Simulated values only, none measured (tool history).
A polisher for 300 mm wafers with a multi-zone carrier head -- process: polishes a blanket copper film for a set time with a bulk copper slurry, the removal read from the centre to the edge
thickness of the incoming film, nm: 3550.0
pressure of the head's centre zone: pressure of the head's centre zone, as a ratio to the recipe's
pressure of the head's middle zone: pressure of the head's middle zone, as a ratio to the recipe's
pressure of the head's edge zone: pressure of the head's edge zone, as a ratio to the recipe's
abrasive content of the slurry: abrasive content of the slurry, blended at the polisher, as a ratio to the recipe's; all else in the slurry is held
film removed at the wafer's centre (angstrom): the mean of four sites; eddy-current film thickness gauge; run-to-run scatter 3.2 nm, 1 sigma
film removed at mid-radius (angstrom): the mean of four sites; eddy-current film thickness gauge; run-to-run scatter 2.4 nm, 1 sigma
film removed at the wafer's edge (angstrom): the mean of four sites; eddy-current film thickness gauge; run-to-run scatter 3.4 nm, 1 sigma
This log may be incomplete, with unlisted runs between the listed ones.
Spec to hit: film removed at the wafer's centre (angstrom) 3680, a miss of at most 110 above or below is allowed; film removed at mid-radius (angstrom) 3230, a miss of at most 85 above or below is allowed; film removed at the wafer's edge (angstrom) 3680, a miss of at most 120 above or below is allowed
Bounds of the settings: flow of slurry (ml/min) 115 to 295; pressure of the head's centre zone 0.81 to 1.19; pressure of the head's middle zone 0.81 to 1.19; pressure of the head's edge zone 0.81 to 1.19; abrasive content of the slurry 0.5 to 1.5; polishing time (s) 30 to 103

run	day	flow of slurry (ml/min)	pressure of the head's centre zone	pressure of the head's middle zone	pressure of the head's edge zone	abrasive content of the slurry	polishing time (s)	film removed at the wafer's centre (angstrom)	film removed at mid-radius (angstrom)	film removed at the wafer's edge (angstrom)
1	0	190	1	1	1	1	66	5152.4	4914.6	4811.5
2	0.271	175	0.98	0.94	0.98	0.85	64	4854.3	4309.6	4512.9
3	0.3	155	0.98	0.94	0.98	0.85	64	4642.9	4249.2	4387.3
4	0.325	155	0.98	0.94	0.98	1.05	64	4769.6	4398.7	4609.8
5	0.438	115	0.98	0.94	0.98	1.05	64	4396.8	4066	4368.3
6	0.625	115	0.98	0.94	0.98	1.05	74	5216.4	4682.6	5042.3
7	0.962	115	0.95	0.91	0.97	0.9	69	4558.6	4135.2	4585
# day 1.179: centre zone pressure recalibrated
8	1.179	115	0.95	0.91	0.97	0.9	69	4302.3	4172.8	4512.8

Exactly one of the 5 candidate moves below puts every result within its allowed miss. Which one?
A	1.396	190	1	1.05	1	0.8	74	?	?	?
B	1.396	115	0.87	0.86	0.96	1	58	?	?	?
C	1.396	140	1.01	1.02	0.98	0.95	72	?	?	?
D	1.396	120	1.03	0.89	1.03	0.85	55	?	?	?
E	1.396	145	0.92	1	0.99	1	86	?	?	?

move	film removed at the wafer's centre (angstrom)	film removed at mid-radius (angstrom)	film removed at the wafer's edge (angstrom)
A	5387.2	5480.5	5156.6
B	3531.9	3452.5	3821.5
C	5087.6	5070.3	4913.5
D	3677.3	3292	3664.1
E	5826.8	6078.6	5993
A: moves away from the targets compared with the last run
B: better than the last run, though not everything is in spec
C: moves away from the targets compared with the last run
D: every result within its allowed miss
E: moves away from the targets compared with the last run
The move that meets every target is D.
